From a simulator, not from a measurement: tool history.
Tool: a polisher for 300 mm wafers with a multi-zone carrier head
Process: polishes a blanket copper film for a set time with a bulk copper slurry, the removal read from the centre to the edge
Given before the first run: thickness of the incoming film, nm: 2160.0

run	hour	flow of slurry (ml/min)	pressure of the head's centre zone	pressure of the head's middle zone	pressure of the head's edge zone	abrasive content of the slurry	polishing time (s)	film removed at the wafer's centre (Å)	film removed at mid-radius (Å)	film removed at the wafer's edge (Å)
1	0.0	130	1.00	1.00	1.00	1.00	90	5305.4	5353.6	5398.1
2	1.8	130	1.00	1.00	1.00	1.00	82	4825.5	4959.8	4875.3
3	5.9	130	1.00	1.00	1.00	0.90	82	4788.4	4899.1	4746.9
4	7.6	150	1.02	1.06	1.03	1.10	88	5607.6	5810.5	5536.5
5	14.6	150	1.02	1.06	1.03	0.95	88	5499.6	5647.5	5400.3
6	23.6	160	1.03	1.10	1.07	1.15	93	6065.0	6301.0	5992.7

What will run 7 give?
7	29.3	165	1.03	1.12	1.09	1.25	98	?	?	?

Run 7 produced film removed at the wafer's centre (Å) 6625.4, film removed at mid-radius (Å) 7037.0, film removed at the wafer's edge (Å) 6634.3.
